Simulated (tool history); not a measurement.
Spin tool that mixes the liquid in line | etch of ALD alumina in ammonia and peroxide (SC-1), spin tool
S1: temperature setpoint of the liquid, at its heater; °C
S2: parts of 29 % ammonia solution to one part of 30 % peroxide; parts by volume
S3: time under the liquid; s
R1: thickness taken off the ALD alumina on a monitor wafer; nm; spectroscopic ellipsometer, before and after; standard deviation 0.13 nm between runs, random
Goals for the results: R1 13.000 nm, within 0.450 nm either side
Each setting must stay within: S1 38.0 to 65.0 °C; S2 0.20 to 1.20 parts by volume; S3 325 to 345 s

Run 1, hour 0.0: S1 49.0 °C, S2 0.85 parts by volume, S3 325 s. Result: R1 20.706 nm.
Run 2, hour 2.2: S1 49.0 °C, S2 0.85 parts by volume, S3 325 s. Result: R1 20.440 nm.
Run 3, hour 8.2: S1 52.5 °C, S2 0.85 parts by volume, S3 325 s. Result: R1 24.913 nm.
Run 4, hour 14.1: S1 50.0 °C, S2 0.85 parts by volume, S3 325 s. Result: R1 21.726 nm.
Run 5, hour 19.3: S1 50.0 °C, S2 0.85 parts by volume, S3 325 s. Result: R1 21.856 nm.
Run 6, hour 27.2: S1 50.0 °C, S2 1.15 parts by volume, S3 325 s. Result: R1 22.236 nm.
Run 7, hour 36.1: S1 48.0 °C, S2 1.15 parts by volume, S3 325 s. Result: R1 19.657 nm.
Run 8, hour 41.2: S1 46.5 °C, S2 1.15 parts by volume, S3 325 s. Result: R1 18.546 nm.
Run 9, hour 45.3: S1 45.0 °C, S2 1.15 parts by volume, S3 325 s. Result: R1 16.892 nm.
Run 10, hour 49.9: S1 39.5 °C, S2 1.15 parts by volume, S3 325 s. Result: R1 12.332 nm.

5 next moves are on the table. One of them brings every result within its allowed miss. Which?
Run A, hour 54.5: S1 39.0 °C, S2 1.10 parts by volume, S3 330 s. Result: R1 ?.
Run B, hour 54.5: S1 38.5 °C, S2 1.10 parts by volume, S3 325 s. Result: R1 ?.
Run C, hour 54.5: S1 39.0 °C, S2 0.95 parts by volume, S3 335 s. Result: R1 ?.
Run D, hour 54.5: S1 38.5 °C, S2 1.20 parts by volume, S3 325 s. Result: R1 ?.
Run E, hour 54.5: S1 39.5 °C, S2 1.20 parts by volume, S3 345 s. Result: R1 ?.

move      R1
   A  12.210
   B  11.673
   C  12.222
   D  11.771
   E  13.260
A: its largest miss is bigger than the last run's
B: its largest miss is bigger than the last run's
C: its largest miss is bigger than the last run's
D: its largest miss is bigger than the last run's
E: meets every target
Correct choice: E, which meets every target
